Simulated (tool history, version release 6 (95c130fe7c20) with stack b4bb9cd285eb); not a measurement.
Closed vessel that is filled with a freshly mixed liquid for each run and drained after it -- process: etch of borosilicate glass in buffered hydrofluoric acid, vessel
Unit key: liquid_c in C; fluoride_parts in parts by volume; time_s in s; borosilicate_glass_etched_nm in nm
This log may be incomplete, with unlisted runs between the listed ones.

{"run": 1, "hour": 0.0, "liquid_c": 21, "fluoride_parts": 18.5, "time_s": 105, "borosilicate_glass_etched_nm": 61.088}
{"run": 2, "hour": 8.8, "liquid_c": 19, "fluoride_parts": 18.5, "time_s": 105, "borosilicate_glass_etched_nm": 54.041}
{"run": 3, "hour": 10.0, "liquid_c": 19.5, "fluoride_parts": 18.5, "time_s": 105, "borosilicate_glass_etched_nm": 55.91}
{"run": 4, "hour": 18.9, "liquid_c": 17, "fluoride_parts": 18.5, "time_s": 105, "borosilicate_glass_etched_nm": 48.943}
{"run": 5, "hour": 23.5, "liquid_c": 17, "fluoride_parts": 21.5, "time_s": 105, "borosilicate_glass_etched_nm": 42.187}
{"hour": 25.3, "done": "hydrofluoric acid flow meter replaced"}
{"run": 6, "hour": 25.3, "liquid_c": 17, "fluoride_parts": 21.5, "time_s": 105, "borosilicate_glass_etched_nm": 40.701}
{"run": 7, "hour": 33.8, "liquid_c": 18.5, "fluoride_parts": 21.5, "time_s": 105, "borosilicate_glass_etched_nm": 44.776}
{"run": 8, "hour": 40.1, "liquid_c": 18.5, "fluoride_parts": 21.5, "time_s": 105, "borosilicate_glass_etched_nm": 44.035}
{"run": 9, "hour": 46.2, "liquid_c": 20, "fluoride_parts": 21.5, "time_s": 105, "borosilicate_glass_etched_nm": 48.758}
{"run": 10, "hour": 52.5, "liquid_c": 21, "fluoride_parts": 21.5, "time_s": 105, "borosilicate_glass_etched_nm": 50.611}
{"run": 11, "hour": 59.9, "liquid_c": 22, "fluoride_parts": 21.5, "time_s": 105, "borosilicate_glass_etched_nm": 53.29}

Expected results for the next run?
{"run": 12, "hour": 65.7, "liquid_c": 23, "fluoride_parts": 21.5, "time_s": 105, "borosilicate_glass_etched_nm": "?"}

borosilicate_glass_etched_nm: 57.436 nm
